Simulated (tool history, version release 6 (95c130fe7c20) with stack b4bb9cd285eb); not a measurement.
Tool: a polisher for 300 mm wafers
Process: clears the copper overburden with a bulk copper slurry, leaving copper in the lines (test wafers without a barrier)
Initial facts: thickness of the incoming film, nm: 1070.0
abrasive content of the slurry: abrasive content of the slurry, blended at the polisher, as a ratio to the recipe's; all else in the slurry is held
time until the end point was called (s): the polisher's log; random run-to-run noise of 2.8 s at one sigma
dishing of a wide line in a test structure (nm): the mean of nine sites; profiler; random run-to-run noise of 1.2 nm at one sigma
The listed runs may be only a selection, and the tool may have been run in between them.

run  hour  flow of slurry (ml/min)  pressure of the wafer on the pad (psi)  speed of the pad under the wafer (cm/s)  abrasive content of the slurry  overpolish time after the end point (s)  time until the end point was called (s)  dishing of a wide line in a test structure (nm)
  1   0.0                      225                                     2.9                                      116                            1.00                                       27                                   90.187                                          125.040
  2   1.8                      255                                     2.9                                      116                            1.00                                       27                                   85.289                                          125.190
  3  10.8                      255                                     2.9                                      128                            1.00                                       27                                   80.833                                          127.280
  4  13.1                      255                                     2.9                                      148                            1.00                                       27                                   71.443                                          130.400
  5  16.1                      255                                     2.9                                      148                            1.00                                       31                                   70.335                                          140.320
  6  21.2                      250                                     2.4                                      138                            1.00                                       31                                   86.767                                          125.380
  7  26.5                      240                                     1.6                                      106                            0.95                                       32                                  145.190                                           96.198

What does the tool deliver on the next run?
  8  30.9                      240                                     1.6                                      106                            0.95                                       33                                        ?                                                ?

Run 8 came out at time until the end point was called (s) 139.610, dishing of a wide line in a test structure (nm) 98.177.
